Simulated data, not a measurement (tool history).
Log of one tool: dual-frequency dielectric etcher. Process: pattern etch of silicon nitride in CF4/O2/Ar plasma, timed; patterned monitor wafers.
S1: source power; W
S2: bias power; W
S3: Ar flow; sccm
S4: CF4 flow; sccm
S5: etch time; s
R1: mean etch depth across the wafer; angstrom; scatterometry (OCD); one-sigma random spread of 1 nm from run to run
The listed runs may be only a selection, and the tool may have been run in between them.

Run 1, day 0: S1 740 W, S2 39 W, S3 127 sccm, S4 121 sccm, S5 177.5 s. Result: R1 4433 angstrom.
Run 2, day 0.2: S1 690 W, S2 39 W, S3 127 sccm, S4 121 sccm, S5 177.5 s. Result: R1 4223.3 angstrom.
Run 3, day 0.567: S1 600 W, S2 39 W, S3 127 sccm, S4 121 sccm, S5 177.5 s. Result: R1 3818.4 angstrom.
Run 4, day 0.825: S1 600 W, S2 39 W, S3 127 sccm, S4 121 sccm, S5 185 s. Result: R1 3996 angstrom.
Run 5, day 0.917: S1 600 W, S2 46 W, S3 127 sccm, S4 121 sccm, S5 185 s. Result: R1 4179.4 angstrom.
Run 6, day 1.071: S1 600 W, S2 46 W, S3 127 sccm, S4 121 sccm, S5 185 s. Result: R1 4204.4 angstrom.

Run 7 comes next. What will it give?
Run 7, day 1.392: S1 570 W, S2 44 W, S3 129 sccm, S4 120 sccm, S5 185 s. Result: R1 ?.

Run 7 yielded R1 3980 angstrom.

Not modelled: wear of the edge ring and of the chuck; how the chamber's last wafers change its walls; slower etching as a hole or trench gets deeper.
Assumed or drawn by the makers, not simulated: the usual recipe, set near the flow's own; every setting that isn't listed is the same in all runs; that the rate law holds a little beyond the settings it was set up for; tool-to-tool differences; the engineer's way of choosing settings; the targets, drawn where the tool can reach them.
